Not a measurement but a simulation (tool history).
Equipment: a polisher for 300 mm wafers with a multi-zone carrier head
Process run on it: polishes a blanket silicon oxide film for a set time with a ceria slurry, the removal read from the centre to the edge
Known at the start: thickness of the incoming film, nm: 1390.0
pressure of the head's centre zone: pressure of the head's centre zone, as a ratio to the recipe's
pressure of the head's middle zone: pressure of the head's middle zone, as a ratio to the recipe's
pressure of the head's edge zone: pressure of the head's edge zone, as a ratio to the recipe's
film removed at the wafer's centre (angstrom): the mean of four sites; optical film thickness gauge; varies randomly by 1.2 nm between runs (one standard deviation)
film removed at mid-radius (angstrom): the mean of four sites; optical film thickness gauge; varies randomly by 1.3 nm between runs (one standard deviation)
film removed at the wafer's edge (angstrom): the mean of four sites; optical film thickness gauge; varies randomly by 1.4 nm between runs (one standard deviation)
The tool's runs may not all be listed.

| run | hour | flow of slurry (ml/min) | pressure of the head's centre zone | pressure of the head's middle zone | pressure of the head's edge zone | polishing time (s) | film removed at the wafer's centre (angstrom) | film removed at mid-radius (angstrom) | film removed at the wafer's edge (angstrom) |
|---|---|---|---|---|---|---|---|---|---|
| 1 | 0.0 | 315 | 1.00 | 1.00 | 1.00 | 32 | 1562.6 | 1516.7 | 1508.5 |
| 2 | 1.1 | 375 | 1.00 | 1.00 | 1.00 | 32 | 1549.2 | 1529.3 | 1551.0 |
| 3 | 8.6 | 375 | 1.00 | 1.00 | 1.00 | 36 | 1787.6 | 1720.6 | 1705.9 |
| 4 | 14.0 | 375 | 1.05 | 1.00 | 1.00 | 36 | 1831.8 | 1740.4 | 1689.6 |
| 5 | 20.1 | 445 | 1.05 | 1.00 | 1.00 | 36 | 1869.3 | 1752.4 | 1761.3 |
| 6 | 23.3 | 435 | 1.03 | 0.97 | 0.98 | 35 | 1781.2 | 1681.8 | 1684.4 |
| 7 | 28.8 | 425 | 1.02 | 0.94 | 0.98 | 34 | 1686.9 | 1562.9 | 1619.8 |
| 8 | 33.7 | 415 | 1.01 | 0.92 | 0.97 | 34 | 1671.6 | 1557.6 | 1608.1 |
| 9 | 42.3 | 410 | 1.00 | 0.90 | 0.97 | 34 | 1641.1 | 1514.4 | 1624.5 |
| 10 | 48.8 | 410 | 1.00 | 0.90 | 0.97 | 34 | 1667.8 | 1502.8 | 1610.2 |
| 11 | 54.7 | 400 | 0.98 | 0.88 | 0.96 | 34 | 1624.1 | 1485.2 | 1602.2 |
| 12 | 57.7 | 395 | 0.97 | 0.87 | 0.95 | 34 | 1599.5 | 1479.8 | 1631.4 |
| 13 | 59.0 | 395 | 0.97 | 0.86 | 0.94 | 33 | 1559.9 | 1392.6 | 1542.9 |

Run 14 is up next; what results do you expect?
| 14 | 65.2 | 390 | 0.96 | 0.86 | 0.93 | 33 | ? | ? | ? |

{"run 14": {"film removed at the wafer's centre (angstrom)": 1543.5, "film removed at mid-radius (angstrom)": 1429.3, "film removed at the wafer's edge (angstrom)": 1526.2}}

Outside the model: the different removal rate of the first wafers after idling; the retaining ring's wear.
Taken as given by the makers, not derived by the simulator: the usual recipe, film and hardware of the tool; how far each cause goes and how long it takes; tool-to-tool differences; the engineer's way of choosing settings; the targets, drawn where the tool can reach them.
